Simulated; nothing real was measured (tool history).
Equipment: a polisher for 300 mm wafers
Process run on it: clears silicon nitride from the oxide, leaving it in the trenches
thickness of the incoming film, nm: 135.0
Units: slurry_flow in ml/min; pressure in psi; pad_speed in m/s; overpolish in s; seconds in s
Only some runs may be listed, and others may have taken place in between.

run	hour	slurry_flow	pressure	pad_speed	overpolish	seconds
1	0	165	2.8	1.3	26	107.64
2	3	165	2.7	1.3	26	111.12
3	11.6	180	2.7	1.3	26	108.75
4	19.1	180	3.3	1.3	26	91.535
5	20.6	180	3.8	1.3	26	79.956
6	23.7	180	3.8	1.3	28	81.137

Predict the results of run 7:
7	30.3	175	3.6	1.3	28	?

seconds: 83.647 s

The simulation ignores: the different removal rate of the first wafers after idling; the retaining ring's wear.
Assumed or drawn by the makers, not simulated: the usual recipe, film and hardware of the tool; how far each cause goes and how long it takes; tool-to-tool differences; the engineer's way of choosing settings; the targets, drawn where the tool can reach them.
